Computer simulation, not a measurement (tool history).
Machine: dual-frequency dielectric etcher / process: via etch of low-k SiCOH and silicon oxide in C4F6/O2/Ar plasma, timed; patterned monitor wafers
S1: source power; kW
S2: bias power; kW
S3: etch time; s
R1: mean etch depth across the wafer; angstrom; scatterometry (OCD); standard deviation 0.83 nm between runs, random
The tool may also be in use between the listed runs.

{"run": 1, "day": 0.0, "S1": 0.46, "S2": 0.252, "S3": 71, "R1": 1792.2}
{"run": 2, "day": 0.167, "S1": 0.46, "S2": 0.252, "S3": 74, "R1": 1871.9}
{"run": 3, "day": 0.542, "S1": 0.46, "S2": 0.252, "S3": 74, "R1": 1870.8}
{"run": 4, "day": 0.783, "S1": 0.46, "S2": 0.293, "S3": 74, "R1": 1969.8}
{"day": 0.825, "done": "wet clean of the chamber"}
{"run": 5, "day": 0.825, "S1": 0.49, "S2": 0.298, "S3": 74, "R1": 2131.4}
{"run": 6, "day": 1.008, "S1": 0.49, "S2": 0.298, "S3": 71, "R1": 2045.7}
{"run": 7, "day": 1.096, "S1": 0.5, "S2": 0.298, "S3": 71, "R1": 2068.6}
{"run": 8, "day": 1.375, "S1": 0.51, "S2": 0.298, "S3": 71, "R1": 2101.3}
{"run": 9, "day": 1.546, "S1": 0.52, "S2": 0.298, "S3": 71, "R1": 2132.5}
{"run": 10, "day": 1.733, "S1": 0.53, "S2": 0.298, "S3": 71, "R1": 2146}

For run 11, what comes out?
{"run": 11, "day": 1.946, "S1": 0.54, "S2": 0.298, "S3": 71, "R1": "?"}

{"run 11": {"R1": 2174.8}}
